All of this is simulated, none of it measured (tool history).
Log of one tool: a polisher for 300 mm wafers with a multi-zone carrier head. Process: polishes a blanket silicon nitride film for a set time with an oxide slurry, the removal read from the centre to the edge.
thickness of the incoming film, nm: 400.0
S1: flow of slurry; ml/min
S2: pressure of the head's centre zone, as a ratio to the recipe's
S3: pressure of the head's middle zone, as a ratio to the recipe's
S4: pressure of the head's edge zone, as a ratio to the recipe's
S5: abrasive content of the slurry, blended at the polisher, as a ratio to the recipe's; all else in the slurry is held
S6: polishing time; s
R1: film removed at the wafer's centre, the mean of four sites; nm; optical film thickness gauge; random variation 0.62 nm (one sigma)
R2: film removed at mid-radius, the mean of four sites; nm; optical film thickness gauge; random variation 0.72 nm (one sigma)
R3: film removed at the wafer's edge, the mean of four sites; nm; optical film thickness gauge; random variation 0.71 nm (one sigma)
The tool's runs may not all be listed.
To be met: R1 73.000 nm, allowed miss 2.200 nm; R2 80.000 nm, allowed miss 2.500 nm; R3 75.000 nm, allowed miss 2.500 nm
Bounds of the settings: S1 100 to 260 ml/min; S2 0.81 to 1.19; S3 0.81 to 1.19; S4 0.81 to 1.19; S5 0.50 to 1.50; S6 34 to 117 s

run  hour   S1    S2    S3    S4    S5  S6      R1      R2      R3
  1   0.0  165  1.00  1.00  1.00  1.00  75  68.556  68.145  68.538
  2   5.5  175  1.00  1.01  1.01  1.00  75  68.584  68.899  70.052
  3  11.0  185  1.00  1.03  1.01  1.00  75  69.600  70.805  69.313
  4  12.1  210  1.00  1.03  1.01  1.00  75  71.944  72.969  71.804
  5  19.3  210  1.07  1.03  1.01  1.00  75  75.182  72.710  70.167
  6  22.0  215  1.05  1.04  1.02  1.00  75  74.020  74.300  71.384
  7  25.0  220  1.04  1.05  1.03  1.00  75  75.071  73.755  72.072
  8  26.0  220  1.02  1.06  1.03  1.00  75  72.793  75.383  71.927
  9  27.0  220  1.02  1.06  1.03  1.00  75  73.737  76.011  73.388
 10  31.0  220  1.01  1.07  1.03  1.00  75  71.675  75.132  72.602
 11  33.6  225  1.01  1.08  1.03  1.00  75  71.398  76.297  73.270
 12  36.4  230  1.01  1.08  1.03  1.00  75  73.338  75.716  72.231

5 next moves are on the table. One of them brings every result within its allowed miss. Which?
  A  39.2  240  1.03  1.10  0.99  0.95  76   ?   ?   ?
  B  39.2  235  0.98  1.09  1.04  1.40  67   ?   ?   ?
  C  39.2  230  0.96  0.94  1.03  0.90  83   ?   ?   ?
  D  39.2  250  1.08  1.06  1.03  0.95  76   ?   ?   ?
  E  39.2  245  0.98  0.94  1.01  1.20  71   ?   ?   ?

move      R1      R2      R3
   A  73.505  76.657  68.815
   B  73.769  80.303  74.326
   C  72.034  70.742  74.077
   D  77.505  74.618  70.350
   E  73.529  70.658  73.198
A: further off than the last run
B: meets every target
C: further off than the last run
D: further off than the last run
E: further off than the last run
Answer: B
